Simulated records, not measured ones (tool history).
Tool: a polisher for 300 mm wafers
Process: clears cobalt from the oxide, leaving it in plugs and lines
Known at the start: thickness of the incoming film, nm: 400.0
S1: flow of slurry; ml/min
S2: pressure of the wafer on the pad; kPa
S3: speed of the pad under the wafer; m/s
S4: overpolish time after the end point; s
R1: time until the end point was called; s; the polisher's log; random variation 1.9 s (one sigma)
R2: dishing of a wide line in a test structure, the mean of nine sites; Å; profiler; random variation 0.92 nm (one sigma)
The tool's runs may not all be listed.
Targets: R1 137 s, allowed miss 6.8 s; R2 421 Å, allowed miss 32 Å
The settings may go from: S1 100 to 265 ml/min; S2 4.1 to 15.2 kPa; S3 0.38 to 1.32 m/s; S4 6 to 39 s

{"run": 1, "day": 0.0, "S1": 170, "S2": 9.7, "S3": 0.84, "S4": 20, "R1": 94.715, "R2": 392.67}
{"run": 2, "day": 0.262, "S1": 170, "S2": 9, "S3": 0.84, "S4": 22, "R1": 104.27, "R2": 413.52}
{"run": 3, "day": 0.383, "S1": 170, "S2": 8.3, "S3": 0.84, "S4": 23, "R1": 114.45, "R2": 381.74}
{"run": 4, "day": 0.621, "S1": 170, "S2": 10.3, "S3": 0.84, "S4": 23, "R1": 91.381, "R2": 421.74}
{"run": 5, "day": 0.875, "S1": 170, "S2": 10.3, "S3": 0.66, "S4": 23, "R1": 110.9, "R2": 396.5}
{"run": 6, "day": 1.067, "S1": 170, "S2": 8.3, "S3": 0.66, "S4": 23, "R1": 135.84, "R2": 363.14}
{"run": 7, "day": 1.308, "S1": 170, "S2": 8.3, "S3": 0.66, "S4": 24, "R1": 137.21, "R2": 364.88}
{"run": 8, "day": 1.654, "S1": 170, "S2": 8.3, "S3": 0.66, "S4": 25, "R1": 137.69, "R2": 377.93}
{"run": 9, "day": 1.675, "S1": 170, "S2": 8.3, "S3": 0.66, "S4": 25, "R1": 135.74, "R2": 378.75}

Which of these 5 next moves meets every target?
{"run": "A", "day": 1.696, "S1": 210, "S2": 6.2, "S3": 0.74, "S4": 24, "R1": "?", "R2": "?"}
{"run": "B", "day": 1.696, "S1": 200, "S2": 9, "S3": 0.64, "S4": 21, "R1": "?", "R2": "?"}
{"run": "C", "day": 1.696, "S1": 265, "S2": 9.7, "S3": 0.54, "S4": 22, "R1": "?", "R2": "?"}
{"run": "D", "day": 1.696, "S1": 135, "S2": 9, "S3": 0.7, "S4": 22, "R1": "?", "R2": "?"}
{"run": "E", "day": 1.696, "S1": 185, "S2": 9.7, "S3": 0.5, "S4": 33, "R1": "?", "R2": "?"}

move=A R1=158.32 R2=345.95
move=B R1=124.25 R2=365.15
move=C R1=126.58 R2=370.65
move=D R1=121.99 R2=376.82
move=E R1=138.27 R2=426.82
A: further off than the last run
B: further off than the last run
C: further off than the last run
D: further off than the last run
E: meets every target
Move E is the one to make.
